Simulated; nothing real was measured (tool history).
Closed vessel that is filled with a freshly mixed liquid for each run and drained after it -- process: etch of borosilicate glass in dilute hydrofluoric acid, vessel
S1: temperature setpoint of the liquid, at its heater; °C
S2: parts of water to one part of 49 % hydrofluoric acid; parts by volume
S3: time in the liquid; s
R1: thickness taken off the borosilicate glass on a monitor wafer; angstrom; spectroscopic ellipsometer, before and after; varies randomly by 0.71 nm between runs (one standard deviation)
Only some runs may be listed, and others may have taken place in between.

run,hour,S1,S2,S3,R1
1,0.0,25.0,90,380,1056.7
2,7.8,25.0,65,380,1540.8
3,9.6,23.0,70,380,1289.3
4,11.1,23.0,70,380,1290.4
5,16.3,21.5,75,380,1153.4
6,21.3,24.5,75,380,1269.1

Run 7 has not been measured yet. What should we expect?
7,30.0,23.0,80,380,?

R1: 1129.2 angstrom
